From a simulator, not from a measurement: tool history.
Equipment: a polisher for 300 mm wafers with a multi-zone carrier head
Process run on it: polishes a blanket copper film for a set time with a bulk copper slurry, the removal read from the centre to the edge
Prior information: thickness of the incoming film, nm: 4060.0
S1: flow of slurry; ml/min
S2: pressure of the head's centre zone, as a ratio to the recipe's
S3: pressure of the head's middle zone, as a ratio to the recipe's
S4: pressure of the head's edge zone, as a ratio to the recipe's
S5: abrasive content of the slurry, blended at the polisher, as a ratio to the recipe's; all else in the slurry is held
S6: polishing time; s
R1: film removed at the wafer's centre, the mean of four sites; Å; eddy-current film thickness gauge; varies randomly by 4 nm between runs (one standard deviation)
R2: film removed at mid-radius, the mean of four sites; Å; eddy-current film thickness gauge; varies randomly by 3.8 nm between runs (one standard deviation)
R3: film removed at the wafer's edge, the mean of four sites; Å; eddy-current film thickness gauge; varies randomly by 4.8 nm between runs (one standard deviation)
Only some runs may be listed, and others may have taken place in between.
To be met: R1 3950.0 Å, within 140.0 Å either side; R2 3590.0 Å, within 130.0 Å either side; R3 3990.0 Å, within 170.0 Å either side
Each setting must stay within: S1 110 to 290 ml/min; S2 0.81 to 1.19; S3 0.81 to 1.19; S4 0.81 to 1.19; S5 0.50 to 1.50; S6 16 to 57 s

Run 1, day 0.000: S1 185 ml/min, S2 1.00, S3 1.00, S4 1.00, S5 1.00, S6 36 s. Result: R1 3168.1 Å, R2 3107.5 Å, R3 3172.7 Å.
Run 2, day 0.079: S1 140 ml/min, S2 1.00, S3 1.00, S4 1.00, S5 1.00, S6 36 s. Result: R1 2893.0 Å, R2 2919.6 Å, R3 3056.6 Å.
Run 3, day 0.158: S1 150 ml/min, S2 1.00, S3 1.00, S4 1.02, S5 1.05, S6 36 s. Result: R1 3000.8 Å, R2 2951.6 Å, R3 3096.7 Å.
Run 4, day 0.183: S1 160 ml/min, S2 0.99, S3 1.00, S4 1.03, S5 1.10, S6 37 s. Result: R1 3116.3 Å, R2 3102.0 Å, R3 3328.2 Å.
Run 5, day 0.550: S1 115 ml/min, S2 0.99, S3 1.00, S4 1.03, S5 1.10, S6 37 s. Result: R1 2803.4 Å, R2 2900.0 Å, R3 3060.4 Å.
Run 6, day 0.592: S1 130 ml/min, S2 0.99, S3 1.00, S4 1.04, S5 1.10, S6 37 s. Result: R1 2990.2 Å, R2 3001.0 Å, R3 3223.0 Å.
Run 7, day 0.662: S1 145 ml/min, S2 0.99, S3 1.00, S4 1.05, S5 1.10, S6 37 s. Result: R1 3052.1 Å, R2 3103.9 Å, R3 3275.0 Å.
Run 8, day 0.938: S1 155 ml/min, S2 0.99, S3 0.99, S4 1.06, S5 1.10, S6 37 s. Result: R1 3106.1 Å, R2 3111.1 Å, R3 3315.3 Å.
Run 9, day 1.217: S1 165 ml/min, S2 0.99, S3 0.98, S4 1.07, S5 1.10, S6 37 s. Result: R1 3118.2 Å, R2 3092.4 Å, R3 3399.6 Å.
Run 10, day 1.312: S1 165 ml/min, S2 0.99, S3 0.98, S4 1.07, S5 1.10, S6 37 s. Result: R1 3157.0 Å, R2 3108.7 Å, R3 3347.2 Å.
Run 11, day 1.500: S1 175 ml/min, S2 0.99, S3 0.98, S4 1.08, S5 1.15, S6 37 s. Result: R1 3171.1 Å, R2 3172.8 Å, R3 3371.7 Å.
Run 12, day 1.696: S1 185 ml/min, S2 1.00, S3 0.97, S4 1.09, S5 1.15, S6 37 s. Result: R1 3231.5 Å, R2 3209.1 Å, R3 3419.7 Å.
Run 13, day 1.779: S1 235 ml/min, S2 1.10, S3 0.94, S4 1.19, S5 1.40, S6 38 s. Result: R1 3947.5 Å, R2 3431.7 Å, R3 4003.3 Å.

Pick the move, out of 4, that brings all results within their allowed miss; only one does.
Run A, day 1.862: S1 235 ml/min, S2 1.09, S3 0.93, S4 1.15, S5 1.45, S6 38 s. Result: R1 ?, R2 ?, R3 ?.
Run B, day 1.862: S1 210 ml/min, S2 0.92, S3 0.90, S4 1.19, S5 1.50, S6 42 s. Result: R1 ?, R2 ?, R3 ?.
Run C, day 1.862: S1 235 ml/min, S2 0.89, S3 0.84, S4 1.19, S5 1.50, S6 41 s. Result: R1 ?, R2 ?, R3 ?.
Run D, day 1.862: S1 220 ml/min, S2 1.10, S3 0.98, S4 1.17, S5 1.40, S6 39 s. Result: R1 ?, R2 ?, R3 ?.

move      R1      R2      R3
   A  3886.7  3386.4  3966.6
   B  3666.4  3609.2  4437.3
   C  3539.3  3383.1  4386.3
   D  3959.8  3577.0  4054.2
A: further off than the last run
B: brings the last run's worst result on target, with another outside its allowed miss
C: further off than the last run
D: in spec on every target
Correct choice: D, which meets every target
